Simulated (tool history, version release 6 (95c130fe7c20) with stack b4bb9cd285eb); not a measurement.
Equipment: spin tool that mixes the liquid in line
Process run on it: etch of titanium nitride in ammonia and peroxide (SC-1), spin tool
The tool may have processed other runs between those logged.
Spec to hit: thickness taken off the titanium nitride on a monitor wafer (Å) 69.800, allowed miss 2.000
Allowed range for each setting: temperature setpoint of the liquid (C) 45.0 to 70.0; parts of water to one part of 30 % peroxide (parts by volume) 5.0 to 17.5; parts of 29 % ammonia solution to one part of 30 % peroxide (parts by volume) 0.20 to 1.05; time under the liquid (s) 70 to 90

run,day,temperature setpoint of the liquid (C),parts of water to one part of 30 % peroxide (parts by volume),parts of 29 % ammonia solution to one part of 30 % peroxide (parts by volume),time under the liquid (s),thickness taken off the titanium nitride on a monitor wafer (Å)
1,0.000,61.0,9.5,0.55,90,118.790
2,0.362,60.0,9.5,0.55,90,111.780
3,0.496,59.0,9.5,0.55,90,103.230
4,0.771,59.0,9.5,0.75,90,109.760
5,0.988,59.0,9.5,0.90,90,113.370
6,1.304,59.0,9.5,0.75,90,110.980
7,1.558,58.0,9.5,0.75,90,103.310
8,1.708,57.0,9.5,0.75,90,96.660
9,1.738,56.5,9.5,0.75,90,93.006
10,1.971,56.0,9.5,0.75,90,89.455
11,2.267,55.5,9.5,0.75,90,86.336
12,2.554,55.0,9.5,0.75,90,84.077
13,2.692,54.5,9.5,0.75,90,81.010
14,2.871,54.0,9.5,0.75,90,78.520
15,3.204,53.5,9.5,0.75,90,74.437
16,3.446,53.0,9.5,0.75,90,72.777

Next run, 4 choices. One meets every target within its allowed miss, the rest don't. Which?
A,3.688,56.0,11.5,0.85,75,?
B,3.688,57.5,15.0,0.75,75,?
C,3.688,55.5,9.5,0.55,70,?
D,3.688,53.5,9.0,0.70,90,?

move,thickness taken off the titanium nitride on a monitor wafer (Å)
A,69.374
B,65.277
C,64.282
D,77.215
A: every result lands within tolerance
B: moves the result that the last run missed by most past its target, out the other side
C: moves the result that the last run missed by most past its target, out the other side
D: lands further from the targets than the last run did
Move A is the one to make.
